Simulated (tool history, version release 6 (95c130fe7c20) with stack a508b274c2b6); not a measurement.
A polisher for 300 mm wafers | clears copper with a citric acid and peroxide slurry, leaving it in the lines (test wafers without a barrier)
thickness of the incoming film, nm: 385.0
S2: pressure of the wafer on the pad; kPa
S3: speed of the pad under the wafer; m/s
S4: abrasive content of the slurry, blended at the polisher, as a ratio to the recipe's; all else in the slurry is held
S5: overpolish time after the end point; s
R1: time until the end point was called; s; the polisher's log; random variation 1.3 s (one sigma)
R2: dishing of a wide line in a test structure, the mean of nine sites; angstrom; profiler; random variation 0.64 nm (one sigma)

run 1 hour=0.0 | flow_of_slurry_(ml/min)=295 S2=20.0 S3=1.06 S4=1.0 S5=14 | R1=154.32 R2=258.52
run 2 hour=1.5 | flow_of_slurry_(ml/min)=295 S2=24.8 S3=1.06 S4=1.0 S5=14 | R1=127.96 R2=306.32
run 3 hour=7.3 | flow_of_slurry_(ml/min)=295 S2=24.8 S3=1.06 S4=1.0 S5=9 | R1=128.01 R2=206.33
run 4 hour=10.4 | flow_of_slurry_(ml/min)=295 S2=24.1 S3=1.06 S4=1.0 S5=11 | R1=128.80 R2=240.17
run 5 hour=15.1 | flow_of_slurry_(ml/min)=295 S2=24.1 S3=0.82 S4=1.0 S5=11 | R1=165.41 R2=192.24
run 6 hour=22.1 | flow_of_slurry_(ml/min)=350 S2=24.1 S3=0.82 S4=1.0 S5=11 | R1=163.30 R2=196.70

The next listed run, before its measurement:
run 7 hour=29.9 | flow_of_slurry_(ml/min)=350 S2=24.1 S3=0.82 S4=1.0 S5=12 | R1=? R2=?

{"run 7": {"R1": 162.02, "R2": 211.5}}

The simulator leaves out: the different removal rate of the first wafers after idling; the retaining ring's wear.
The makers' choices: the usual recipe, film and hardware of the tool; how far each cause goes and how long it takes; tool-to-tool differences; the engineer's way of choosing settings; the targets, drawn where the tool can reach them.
